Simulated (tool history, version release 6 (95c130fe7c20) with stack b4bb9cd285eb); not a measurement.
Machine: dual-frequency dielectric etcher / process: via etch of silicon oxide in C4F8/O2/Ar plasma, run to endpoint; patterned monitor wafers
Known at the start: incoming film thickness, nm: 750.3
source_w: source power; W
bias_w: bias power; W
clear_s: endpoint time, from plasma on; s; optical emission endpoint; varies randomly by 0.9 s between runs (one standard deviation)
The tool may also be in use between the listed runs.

run,day,source_w,bias_w,clear_s
1,0,2390,1537,149.99
2,0.167,2500,1560,145.74
3,0.196,2580,1573,144.65
4,0.338,2580,1466,145.63
5,0.421,2580,1244,149.8
6,0.583,2840,1244,144.29

For run 7, what comes out?
7,0.854,2920,1263,?

Run 7 yielded clear_s 141.89 s.
